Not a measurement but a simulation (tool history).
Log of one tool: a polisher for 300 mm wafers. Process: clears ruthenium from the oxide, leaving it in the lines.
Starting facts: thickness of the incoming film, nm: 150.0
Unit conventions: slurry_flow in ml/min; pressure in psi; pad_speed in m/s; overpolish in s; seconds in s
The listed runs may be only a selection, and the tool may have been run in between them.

run 1 hour=0.0 | slurry_flow=235 pressure=1.7 pad_speed=0.98 overpolish=9 | seconds=141.36
run 2 hour=2.5 | slurry_flow=235 pressure=1.8 pad_speed=0.98 overpolish=9 | seconds=131.56
run 3 hour=4.6 | slurry_flow=235 pressure=1.8 pad_speed=1.06 overpolish=9 | seconds=120.86
run 4 hour=10.6 | slurry_flow=185 pressure=1.8 pad_speed=1.06 overpolish=9 | seconds=126.02
run 5 hour=19.4 | slurry_flow=185 pressure=2.1 pad_speed=1.06 overpolish=9 | seconds=107.40
run 6 hour=28.3 | slurry_flow=185 pressure=2.1 pad_speed=1.06 overpolish=7 | seconds=106.91

Run 7, settings as shown, results not yet in. Your forecast:
run 7 hour=29.0 | slurry_flow=190 pressure=2.1 pad_speed=1.06 overpolish=7 | seconds=?

seconds: 106.49 s
